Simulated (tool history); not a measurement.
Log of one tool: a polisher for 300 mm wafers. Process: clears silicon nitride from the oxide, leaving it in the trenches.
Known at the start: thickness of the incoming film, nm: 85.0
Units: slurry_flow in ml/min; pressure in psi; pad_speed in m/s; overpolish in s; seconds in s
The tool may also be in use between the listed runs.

run	day	slurry_flow	pressure	pad_speed	overpolish	seconds
1	0.000	200	2.4	0.96	13	125.91
2	0.075	200	2.2	0.96	13	139.56
3	0.292	165	2.2	0.96	13	139.39
4	0.396	165	2.2	1.14	13	120.89
5	0.762	165	2.2	1.14	14	121.48
6	0.992	165	2.2	1.38	14	103.01
7	1.367	165	1.9	1.36	14	117.37
8	1.642	165	1.7	1.34	14	131.91

Run 9 comes next. What will it give?
9	2.000	165	1.5	1.34	14	?

Run 9 gave seconds 150.37 s.
